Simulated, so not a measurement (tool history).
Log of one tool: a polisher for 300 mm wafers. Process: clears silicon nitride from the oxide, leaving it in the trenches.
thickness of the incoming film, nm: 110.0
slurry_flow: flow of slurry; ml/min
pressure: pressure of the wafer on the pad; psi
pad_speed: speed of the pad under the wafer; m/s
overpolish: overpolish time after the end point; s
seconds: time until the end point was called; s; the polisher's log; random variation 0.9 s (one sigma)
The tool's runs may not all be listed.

run 1 hour=0.0 | slurry_flow=300 pressure=2.3 pad_speed=1.02 overpolish=5 | seconds=150.49
run 2 hour=7.1 | slurry_flow=270 pressure=2.3 pad_speed=1.02 overpolish=5 | seconds=150.82
run 3 hour=7.7 | slurry_flow=270 pressure=2.5 pad_speed=1.02 overpolish=5 | seconds=143.79
run 4 hour=16.4 | slurry_flow=270 pressure=2.5 pad_speed=1.26 overpolish=5 | seconds=117.24
run 5 hour=22.1 | slurry_flow=275 pressure=2.5 pad_speed=1.26 overpolish=5 | seconds=117.32
run 6 hour=24.3 | slurry_flow=275 pressure=2.5 pad_speed=1.10 overpolish=5 | seconds=132.83
run 7 hour=28.8 | slurry_flow=280 pressure=2.6 pad_speed=1.10 overpolish=5 | seconds=130.53
run 8 hour=30.4 | slurry_flow=280 pressure=2.7 pad_speed=1.10 overpolish=5 | seconds=125.51
run 9 hour=37.8 | slurry_flow=280 pressure=2.8 pad_speed=1.10 overpolish=5 | seconds=122.71
run 10 hour=44.5 | slurry_flow=280 pressure=2.9 pad_speed=1.10 overpolish=5 | seconds=121.45

Forecast run 11:
run 11 hour=49.1 | slurry_flow=280 pressure=3.0 pad_speed=1.10 overpolish=5 | seconds=?

seconds: 117.81 s
